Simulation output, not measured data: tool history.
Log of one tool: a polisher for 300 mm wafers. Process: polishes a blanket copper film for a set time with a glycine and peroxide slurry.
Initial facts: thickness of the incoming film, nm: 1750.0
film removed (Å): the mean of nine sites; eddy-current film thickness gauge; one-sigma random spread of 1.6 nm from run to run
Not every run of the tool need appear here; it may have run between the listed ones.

run	hour	flow of slurry (ml/min)	pressure of the wafer on the pad (kPa)	speed of the pad under the wafer (m/s)	polishing time (s)	film removed (Å)
1	0	235	13.1	1.06	54	2022.5
2	3.6	235	13.1	1.06	54	1976.2
3	9.9	235	12.4	1.06	54	1949
4	14.6	235	11.7	1.06	54	1879.5
5	17.3	235	11	1.06	54	1741.6
6	25.5	235	11	1.06	54	1751.3
7	31.2	235	9.7	1.06	54	1612.9

Run 8 is up next; what results do you expect?
8	31.9	235	9	1.06	54	?

Run 8 yielded film removed (Å) 1541.7.
